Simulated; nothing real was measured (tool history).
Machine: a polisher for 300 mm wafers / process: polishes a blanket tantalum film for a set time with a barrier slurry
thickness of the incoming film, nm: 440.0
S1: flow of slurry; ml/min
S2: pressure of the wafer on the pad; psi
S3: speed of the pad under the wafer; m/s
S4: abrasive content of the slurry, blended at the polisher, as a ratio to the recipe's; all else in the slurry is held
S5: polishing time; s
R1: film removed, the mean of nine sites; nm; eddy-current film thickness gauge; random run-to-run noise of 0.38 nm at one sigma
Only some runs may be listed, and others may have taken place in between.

run    day   S1   S2    S3   S4  S5      R1
  1      0  230  1.6  0.76    1  33   33.93
  2  0.067  230  1.6  0.76  0.8  33   32.23
  3  0.204  230  1.6  0.84  0.8  33  35.672
  4  0.383  240  1.8  0.84  0.8  33  38.991
  5  0.583  240    2  0.86  0.8  33  43.485
  6  0.646  240    2  0.86  0.7  33  41.517
  7  0.767  245  2.2  0.88  0.7  33  45.748
  8  1.142  245  2.2  0.88  0.7  33  45.735
  9  1.496  245  2.3  0.92  0.7  33  49.686

What will run 10 give?
     1.75  -- worn pad replaced by a new one
 10  1.75  250  2.4  0.94  0.7  33   ?

R1: 55.162 nm
